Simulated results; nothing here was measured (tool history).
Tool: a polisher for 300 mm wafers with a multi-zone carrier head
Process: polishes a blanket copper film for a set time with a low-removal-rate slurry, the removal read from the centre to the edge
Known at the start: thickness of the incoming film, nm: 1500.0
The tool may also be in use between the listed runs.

run  hour  flow of slurry (ml/min)  pressure of the head's centre zone  pressure of the head's middle zone  pressure of the head's edge zone  abrasive content of the slurry  polishing time (s)  film removed at the wafer's centre (nm)  film removed at mid-radius (nm)  film removed at the wafer's edge (nm)
  1   0.0                      265                                1.00                                1.00                              1.00                            1.00                  34                                   40.763                           40.898                                 43.186
  2   2.4                      265                                0.94                                1.00                              1.00                            1.00                  34                                   38.925                           41.146                                 42.585
  3   4.6                      265                                0.94                                0.92                              1.00                            1.00                  34                                   39.138                           39.155                                 43.092
  4  12.8                      265                                0.94                                0.85                              1.00                            1.00                  34                                   38.328                           35.441                                 42.913
  5  19.9                      265                                0.94                                0.85                              1.00                            1.10                  34                                   39.324                           35.974                                 42.855
  6  20.6                      260                                0.91                                0.85                              0.96                            1.05                  33                                   36.733                           34.996                                 41.011
     25.3  -- edge zone pressure recalibrated
  7  25.3                      255                                0.88                                0.89                              0.88                            0.80                  31                                   31.403                           32.718                                 34.412

What does the tool deliver on the next run?
  8  33.7                      260                                0.88                                0.89                              0.90                            0.80                  31                                        ?                                ?                                      ?

Run 8 gave film removed at the wafer's centre (nm) 30.250, film removed at mid-radius (nm) 32.781, film removed at the wafer's edge (nm) 34.297.
